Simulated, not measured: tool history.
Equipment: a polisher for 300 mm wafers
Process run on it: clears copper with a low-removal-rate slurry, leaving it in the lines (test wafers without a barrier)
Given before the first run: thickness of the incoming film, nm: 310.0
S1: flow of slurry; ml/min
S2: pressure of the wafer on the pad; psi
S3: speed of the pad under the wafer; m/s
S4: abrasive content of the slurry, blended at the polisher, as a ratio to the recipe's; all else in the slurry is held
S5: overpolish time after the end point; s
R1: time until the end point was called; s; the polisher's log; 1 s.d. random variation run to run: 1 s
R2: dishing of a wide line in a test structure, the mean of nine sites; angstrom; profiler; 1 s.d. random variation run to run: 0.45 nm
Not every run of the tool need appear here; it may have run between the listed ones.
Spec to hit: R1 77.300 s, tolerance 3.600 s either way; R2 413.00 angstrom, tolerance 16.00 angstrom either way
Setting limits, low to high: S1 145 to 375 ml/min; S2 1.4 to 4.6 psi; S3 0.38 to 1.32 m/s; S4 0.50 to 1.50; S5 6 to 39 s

run	hour	S1	S2	S3	S4	S5	R1	R2
1	0.0	240	3.0	0.84	1.00	20	93.633	385.36
2	3.0	240	3.1	0.84	1.00	20	91.038	392.02
3	4.6	240	3.2	0.84	1.00	20	89.348	396.33
4	11.2	240	3.3	0.84	1.00	20	88.419	410.51
# hour 19.3: head pressure recalibrated
5	19.3	245	3.4	0.84	1.00	19	91.600	372.53
6	22.6	240	3.6	0.86	1.00	19	85.895	395.55
7	24.4	240	3.7	0.86	1.00	19	84.079	402.17
8	32.9	240	3.8	0.86	1.00	19	85.201	407.33

Which single option among these 4 for the next run brings every result within its allowed miss of target? Just one does.
A	41.4	225	4.2	0.96	1.05	18	?	?
B	41.4	230	3.9	1.02	0.95	19	?	?
C	41.4	175	3.3	1.32	0.90	18	?	?
D	41.4	235	4.0	0.84	1.10	18	?	?

move	R1	R2
A	68.953	443.98
B	71.967	446.71
C	71.155	429.57
D	77.402	404.76
A: pushes the last run's worst result past its target
B: pushes the last run's worst result past its target
C: pushes the last run's worst result past its target
D: every result within its allowed miss
Move D is the one to make.
